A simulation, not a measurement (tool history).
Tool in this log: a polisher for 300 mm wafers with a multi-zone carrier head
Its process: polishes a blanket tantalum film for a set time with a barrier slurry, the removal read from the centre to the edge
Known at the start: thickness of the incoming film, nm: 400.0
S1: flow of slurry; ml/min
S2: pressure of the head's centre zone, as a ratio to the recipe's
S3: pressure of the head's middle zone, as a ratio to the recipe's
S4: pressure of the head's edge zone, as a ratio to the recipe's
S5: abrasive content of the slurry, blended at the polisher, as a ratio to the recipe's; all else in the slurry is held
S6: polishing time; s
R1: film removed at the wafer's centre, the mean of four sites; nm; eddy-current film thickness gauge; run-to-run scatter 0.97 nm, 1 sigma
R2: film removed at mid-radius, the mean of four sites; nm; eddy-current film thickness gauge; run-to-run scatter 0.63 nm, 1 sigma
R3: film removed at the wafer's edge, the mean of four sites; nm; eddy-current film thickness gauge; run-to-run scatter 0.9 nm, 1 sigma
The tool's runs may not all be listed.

run    day   S1    S2    S3    S4    S5  S6      R1      R2      R3
  1      0  250     1     1     1     1  82  113.69   112.4  115.58
  2  0.225  250  1.01  0.98  0.99  0.95  77  105.53  103.37  106.05
  3  0.433  250  1.01  0.98  0.99   0.8  77  97.953   97.03  97.626
  4  0.742  245  1.02  0.96  0.99  0.75  74  95.555  88.806  92.508
  5  0.812  245  1.02  0.96  0.99  0.75  83  107.42  101.73  108.47
  6  0.867  245  1.02  0.95  0.98   0.7  79  99.031  94.266  98.511
  7  0.912  245  1.02  0.94  0.98  0.65  75  92.649  84.774  91.201
  8  0.979  245  1.02  0.93  0.97  0.65  72  85.474  81.608  88.905
  9  1.075  245  1.04  0.93  0.97  0.65  69  87.793  77.588   80.87
 10  1.204  245  1.04  0.92  0.96  0.65  67  83.847  75.008  79.328
 11  1.321  235  1.09  0.87  0.89   0.5  47  56.631  45.796  48.391
 12  1.429  240  1.09  0.88  0.91   0.5  47  56.897  46.371  50.915
 13  1.538  245   1.1   0.9  0.92   0.5  47  58.259  46.993  51.869
 14  1.612  250   1.1  0.92  0.93  0.55  47   59.53  49.499  53.039
 15  1.717  255   1.1  0.93  0.94  0.55  47  58.874  50.623  52.592
 16  1.804  255   1.1  0.93  0.95  0.55  47  58.179  50.753  52.714

Run 17, settings as shown, results not yet in. Your forecast:
 17  1.854  270  1.15  0.94  1.05  0.8  49   ?   ?   ?

Run 17 produced R1 71.457 nm, R2 60.272 nm, R3 65.964 nm.
